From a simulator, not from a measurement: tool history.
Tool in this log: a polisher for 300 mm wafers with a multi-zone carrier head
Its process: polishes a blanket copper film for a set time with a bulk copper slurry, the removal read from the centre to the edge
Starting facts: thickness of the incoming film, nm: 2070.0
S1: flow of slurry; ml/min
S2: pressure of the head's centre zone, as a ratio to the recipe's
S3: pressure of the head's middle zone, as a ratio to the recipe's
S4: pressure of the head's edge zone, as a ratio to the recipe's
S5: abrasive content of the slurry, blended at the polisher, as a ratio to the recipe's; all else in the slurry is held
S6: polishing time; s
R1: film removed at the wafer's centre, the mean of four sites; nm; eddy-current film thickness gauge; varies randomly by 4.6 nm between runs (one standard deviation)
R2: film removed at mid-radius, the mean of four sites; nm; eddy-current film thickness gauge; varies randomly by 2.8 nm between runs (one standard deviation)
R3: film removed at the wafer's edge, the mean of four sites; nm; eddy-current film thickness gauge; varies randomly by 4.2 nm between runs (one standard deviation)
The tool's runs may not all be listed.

| run | day | S1 | S2 | S3 | S4 | S5 | S6 | R1 | R2 | R3 |
|---|---|---|---|---|---|---|---|---|---|---|
| 1 | 0.000 | 175 | 1.00 | 1.00 | 1.00 | 1.00 | 51 | 432.49 | 419.57 | 414.95 |
| 2 | 0.096 | 210 | 1.00 | 1.00 | 1.00 | 1.00 | 51 | 444.16 | 433.11 | 419.94 |
| 3 | 0.200 | 200 | 1.01 | 0.95 | 0.98 | 0.90 | 51 | 430.28 | 411.96 | 400.87 |
| 4 | 0.546 | 200 | 1.01 | 0.95 | 0.98 | 0.75 | 51 | 433.65 | 396.41 | 407.25 |
| 5 | 0.725 | 200 | 1.01 | 1.03 | 0.98 | 0.75 | 51 | 423.36 | 417.91 | 405.46 |
| 6 | 1.021 | 190 | 1.02 | 0.98 | 0.97 | 0.70 | 50 | 416.26 | 396.62 | 394.47 |
| 7 | 1.388 | 190 | 1.04 | 0.94 | 0.98 | 0.65 | 48 | 406.00 | 366.41 | 372.65 |

The next listed run, before its measurement:
| 8 | 1.700 | 185 | 1.05 | 0.91 | 0.99 | 0.60 | 48 | ? | ? | ? |

R1: 396.22 nm
R2: 351.09 nm
R3: 367.76 nm
